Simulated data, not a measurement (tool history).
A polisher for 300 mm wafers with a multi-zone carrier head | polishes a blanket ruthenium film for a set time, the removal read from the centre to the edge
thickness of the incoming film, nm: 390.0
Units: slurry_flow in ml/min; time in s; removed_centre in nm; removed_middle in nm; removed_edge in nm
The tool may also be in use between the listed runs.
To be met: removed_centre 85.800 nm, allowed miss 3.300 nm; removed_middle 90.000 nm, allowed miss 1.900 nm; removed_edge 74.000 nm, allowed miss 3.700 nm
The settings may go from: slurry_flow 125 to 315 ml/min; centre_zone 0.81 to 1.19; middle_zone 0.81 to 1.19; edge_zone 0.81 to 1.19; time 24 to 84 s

run 1 hour=0.0 | slurry_flow=205 centre_zone=1.00 middle_zone=1.00 edge_zone=1.00 time=54 | removed_centre=79.262 removed_middle=77.758 removed_edge=75.751
run 2 hour=5.1 | slurry_flow=205 centre_zone=1.00 middle_zone=1.00 edge_zone=0.92 time=54 | removed_centre=79.598 removed_middle=77.228 removed_edge=74.781
run 3 hour=11.7 | slurry_flow=245 centre_zone=1.00 middle_zone=1.00 edge_zone=0.92 time=54 | removed_centre=78.850 removed_middle=79.616 removed_edge=76.107
run 4 hour=17.7 | slurry_flow=245 centre_zone=1.00 middle_zone=0.92 edge_zone=0.92 time=54 | removed_centre=79.935 removed_middle=73.994 removed_edge=74.205
run 5 hour=22.1 | slurry_flow=245 centre_zone=1.00 middle_zone=0.84 edge_zone=0.92 time=54 | removed_centre=78.627 removed_middle=68.500 removed_edge=75.264
run 6 hour=26.7 | slurry_flow=245 centre_zone=1.00 middle_zone=0.84 edge_zone=0.92 time=43 | removed_centre=65.524 removed_middle=54.943 removed_edge=60.295
run 7 hour=32.2 | slurry_flow=255 centre_zone=1.03 middle_zone=0.95 edge_zone=0.94 time=46 | removed_centre=71.241 removed_middle=65.088 removed_edge=65.773
run 8 hour=39.5 | slurry_flow=300 centre_zone=1.13 middle_zone=1.05 edge_zone=0.92 time=51 | removed_centre=88.123 removed_middle=79.874 removed_edge=72.870
run 9 hour=43.3 | slurry_flow=305 centre_zone=1.12 middle_zone=1.09 edge_zone=0.91 time=51 | removed_centre=86.591 removed_middle=82.974 removed_edge=72.974

Which of these 4 next moves meets every target?
run A hour=47.1 | slurry_flow=315 centre_zone=1.05 middle_zone=1.13 edge_zone=0.87 time=54 | removed_centre=? removed_middle=? removed_edge=?
run B hour=47.1 | slurry_flow=295 centre_zone=1.06 middle_zone=1.10 edge_zone=0.99 time=58 | removed_centre=? removed_middle=? removed_edge=?
run C hour=47.1 | slurry_flow=315 centre_zone=1.09 middle_zone=1.06 edge_zone=0.97 time=51 | removed_centre=? removed_middle=? removed_edge=?
run D hour=47.1 | slurry_flow=260 centre_zone=1.02 middle_zone=1.08 edge_zone=1.00 time=60 | removed_centre=? removed_middle=? removed_edge=?

move=A removed_centre=86.043 removed_middle=91.097 removed_edge=75.957
move=B removed_centre=92.621 removed_middle=94.980 removed_edge=85.556
move=C removed_centre=84.339 removed_middle=81.427 removed_edge=75.001
move=D removed_centre=90.759 removed_middle=95.420 removed_edge=87.980
A: meets every target
B: takes the result that was furthest off past its target
C: further off than the last run
D: takes the result that was furthest off past its target
Answer: A
